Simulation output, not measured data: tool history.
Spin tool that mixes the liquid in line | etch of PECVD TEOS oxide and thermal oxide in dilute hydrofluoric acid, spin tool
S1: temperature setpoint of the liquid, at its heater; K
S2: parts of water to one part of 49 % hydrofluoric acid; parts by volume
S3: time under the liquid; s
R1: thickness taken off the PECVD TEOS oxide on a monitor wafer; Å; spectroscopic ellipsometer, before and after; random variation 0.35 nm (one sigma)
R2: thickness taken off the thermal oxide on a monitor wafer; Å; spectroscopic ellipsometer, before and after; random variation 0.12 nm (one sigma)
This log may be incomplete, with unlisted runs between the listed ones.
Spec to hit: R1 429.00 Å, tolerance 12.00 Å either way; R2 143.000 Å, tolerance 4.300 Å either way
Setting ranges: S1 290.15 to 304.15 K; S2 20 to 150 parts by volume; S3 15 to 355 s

run	hour	S1	S2	S3	R1	R2
1	0.0	296.15	85	180	288.86	96.146
2	6.9	298.15	85	180	314.76	103.580
3	10.4	300.65	85	180	344.93	115.400
4	12.5	300.65	85	250	477.96	161.320
5	18.4	300.15	85	250	467.93	156.180
6	24.8	299.65	85	250	459.51	152.930
7	33.8	299.15	85	250	445.94	151.260
8	42.7	298.65	85	250	444.46	149.230

5 candidate next runs follow, results not yet known. Just one meets every target within its allowed miss. Identify it.
A	51.6	300.15	60	145	?	?
B	51.6	297.15	100	290	?	?
C	51.6	292.15	85	295	?	?
D	51.6	297.15	100	285	?	?
E	51.6	300.15	75	200	?	?

move	R1	R2
A	397.16	131.070
B	401.40	132.460
C	398.81	131.610
D	394.48	130.180
E	429.20	141.640
A: pushes the last run's worst result past its target
B: pushes the last run's worst result past its target
C: pushes the last run's worst result past its target
D: pushes the last run's worst result past its target
E: in spec on every target
Go with E: it meets all targets.
